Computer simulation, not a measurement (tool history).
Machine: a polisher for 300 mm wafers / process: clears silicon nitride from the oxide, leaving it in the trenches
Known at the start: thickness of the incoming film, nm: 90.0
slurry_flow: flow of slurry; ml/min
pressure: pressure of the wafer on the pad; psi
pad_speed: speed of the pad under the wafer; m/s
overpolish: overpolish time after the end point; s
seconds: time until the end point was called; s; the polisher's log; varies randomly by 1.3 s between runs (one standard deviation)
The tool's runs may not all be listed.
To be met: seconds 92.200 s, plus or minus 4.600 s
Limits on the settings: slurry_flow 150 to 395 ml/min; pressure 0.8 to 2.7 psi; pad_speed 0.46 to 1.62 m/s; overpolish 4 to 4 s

run,hour,slurry_flow,pressure,pad_speed,overpolish,seconds
1,0.0,250,1.7,1.04,4,135.190
2,3.3,250,1.7,1.04,4,134.300
3,5.6,250,1.8,1.04,4,129.950
4,11.3,250,1.9,1.06,4,120.380
5,13.4,275,1.9,1.06,4,117.040
6,15.3,275,1.9,1.18,4,109.000
7,21.4,275,2.0,1.18,4,103.610
8,22.1,275,2.1,1.18,4,97.246

Exercise: of the 4 proposed moves below, exactly one satisfies all targets within the stated allowed misses. Which move is it?
A,22.8,260,2.5,1.08,4,?
B,22.8,275,2.1,1.10,4,?
C,22.8,250,1.9,1.28,4,?
D,22.8,290,2.0,1.22,4,?

move,seconds
A,90.951
B,105.700
C,104.360
D,101.610
A: every result lands within tolerance
B: misses by more than the last run did
C: misses by more than the last run did
D: misses by more than the last run did
A meets every target.

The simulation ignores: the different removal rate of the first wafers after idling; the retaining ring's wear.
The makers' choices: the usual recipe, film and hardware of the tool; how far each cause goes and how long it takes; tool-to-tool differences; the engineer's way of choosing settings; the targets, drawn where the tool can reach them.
